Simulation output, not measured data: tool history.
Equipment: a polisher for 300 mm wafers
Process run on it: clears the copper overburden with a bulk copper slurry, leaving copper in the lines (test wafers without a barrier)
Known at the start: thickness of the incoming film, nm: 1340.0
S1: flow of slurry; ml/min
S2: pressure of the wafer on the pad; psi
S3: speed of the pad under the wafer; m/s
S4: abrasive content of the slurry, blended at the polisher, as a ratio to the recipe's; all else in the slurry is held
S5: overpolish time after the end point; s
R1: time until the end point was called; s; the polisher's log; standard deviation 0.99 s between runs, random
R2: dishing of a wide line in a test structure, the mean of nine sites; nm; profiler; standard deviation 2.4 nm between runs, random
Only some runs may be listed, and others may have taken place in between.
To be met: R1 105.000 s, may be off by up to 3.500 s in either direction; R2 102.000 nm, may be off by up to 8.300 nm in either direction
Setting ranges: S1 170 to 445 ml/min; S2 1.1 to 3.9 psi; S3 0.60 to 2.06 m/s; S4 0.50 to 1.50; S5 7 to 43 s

run,hour,S1,S2,S3,S4,S5,R1,R2
1,0.0,285,2.5,1.32,1.00,22,146.930,78.822
2,8.8,285,2.6,1.32,1.00,22,141.980,80.480
3,15.3,285,2.6,1.48,1.00,22,131.030,82.507
4,23.4,285,2.6,1.48,1.20,22,129.360,81.525
5,24.2,285,2.6,1.48,1.05,22,130.730,83.399
6,32.1,285,2.6,1.48,1.05,14,129.780,66.496
7,33.2,285,2.7,1.48,1.05,16,124.540,69.209
8,38.4,285,2.8,1.48,1.05,18,120.530,76.826
9,42.9,285,2.9,1.48,1.05,19,118.090,82.196
10,51.3,285,3.0,1.48,1.05,20,114.910,86.734
11,56.0,285,3.1,1.48,1.05,20,110.580,85.190
12,61.2,285,3.1,1.48,1.05,21,109.750,86.454
13,63.3,285,3.1,1.48,1.05,22,109.870,91.088
14,69.8,285,3.1,1.48,1.05,23,111.030,87.471
15,77.2,285,3.1,1.48,1.05,24,110.800,97.576
16,81.5,285,3.2,1.48,1.05,24,105.240,91.480

Exactly one of the 5 candidate moves below puts every result within its allowed miss. Which one?
A,85.8,270,3.6,1.24,1.10,30,?,?
B,85.8,300,3.6,1.54,0.85,28,?,?
C,85.8,355,2.7,1.92,0.95,19,?,?
D,85.8,330,3.0,1.40,1.30,18,?,?
E,85.8,285,3.3,1.48,0.95,16,?,?

move,R1,R2
A,107.270,101.490
B,97.743,101.990
C,106.990,84.637
D,112.370,82.730
E,107.170,81.345
A: meets every target
B: corrects the largest miss of the last run, while another result sits out of spec
C: lands further from the targets than the last run did
D: lands further from the targets than the last run did
E: lands further from the targets than the last run did
Go with A: it meets all targets.
